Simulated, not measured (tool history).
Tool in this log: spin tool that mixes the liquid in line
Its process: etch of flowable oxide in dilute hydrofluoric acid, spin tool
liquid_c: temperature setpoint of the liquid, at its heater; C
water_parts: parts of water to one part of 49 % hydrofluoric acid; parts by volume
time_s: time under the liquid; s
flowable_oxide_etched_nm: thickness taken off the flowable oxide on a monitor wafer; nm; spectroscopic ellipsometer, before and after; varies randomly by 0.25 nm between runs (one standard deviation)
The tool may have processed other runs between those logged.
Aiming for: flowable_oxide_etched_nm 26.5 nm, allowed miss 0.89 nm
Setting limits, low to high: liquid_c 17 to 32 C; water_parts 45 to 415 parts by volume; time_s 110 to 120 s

run 1 hour=0 | liquid_c=24 water_parts=230 time_s=110 | flowable_oxide_etched_nm=14.003
run 2 hour=7.4 | liquid_c=25 water_parts=220 time_s=110 | flowable_oxide_etched_nm=15.23
run 3 hour=14.3 | liquid_c=27 water_parts=220 time_s=110 | flowable_oxide_etched_nm=16.344
run 4 hour=17.2 | liquid_c=27 water_parts=170 time_s=110 | flowable_oxide_etched_nm=22.46
run 5 hour=20.4 | liquid_c=27.5 water_parts=170 time_s=110 | flowable_oxide_etched_nm=22.968
run 6 hour=27.5 | liquid_c=27.5 water_parts=250 time_s=110 | flowable_oxide_etched_nm=13.976
run 7 hour=30.1 | liquid_c=27.5 water_parts=250 time_s=110 | flowable_oxide_etched_nm=14.175
run 8 hour=34.8 | liquid_c=28 water_parts=240 time_s=110 | flowable_oxide_etched_nm=15.246
run 9 hour=36.2 | liquid_c=28.5 water_parts=230 time_s=110 | flowable_oxide_etched_nm=16.299

Which of these 4 next moves meets every target?
run A hour=37.6 | liquid_c=28 water_parts=150 time_s=120 | flowable_oxide_etched_nm=?
run B hour=37.6 | liquid_c=26 water_parts=145 time_s=120 | flowable_oxide_etched_nm=?
run C hour=37.6 | liquid_c=28.5 water_parts=155 time_s=120 | flowable_oxide_etched_nm=?
run D hour=37.6 | liquid_c=30 water_parts=175 time_s=120 | flowable_oxide_etched_nm=?

move=A flowable_oxide_etched_nm=29.442
move=B flowable_oxide_etched_nm=28.451
move=C flowable_oxide_etched_nm=28.836
move=D flowable_oxide_etched_nm=26.278
A: carries the result that was furthest off beyond its target, to the other side
B: carries the result that was furthest off beyond its target, to the other side
C: carries the result that was furthest off beyond its target, to the other side
D: hits every target within its allowed miss
D meets every target.
